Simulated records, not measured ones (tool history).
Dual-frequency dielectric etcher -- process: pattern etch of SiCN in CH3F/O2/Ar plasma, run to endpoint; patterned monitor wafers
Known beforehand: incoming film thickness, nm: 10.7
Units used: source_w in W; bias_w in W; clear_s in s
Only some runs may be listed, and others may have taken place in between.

| run | hour | source_w | bias_w | clear_s |
|---|---|---|---|---|
| 1 | 0 | 320 | 89 | 28.72 |
| 2 | 5.8 | 340 | 90 | 28.023 |
| 3 | 8.6 | 320 | 90 | 28.69 |
| 4 | 14.6 | 320 | 98 | 27.595 |
| 5 | 17.4 | 330 | 99 | 27.123 |
| 6 | 21.4 | 340 | 100 | 26.949 |
| 7 | 22 | 350 | 101 | 26.039 |
| 8 | 28.1 | 360 | 101 | 25.997 |
| 9 | 30.5 | 370 | 101 | 25.903 |

For run 10, what comes out?
| 10 | 31.5 | 380 | 101 | ? |

clear_s: 25.97 s
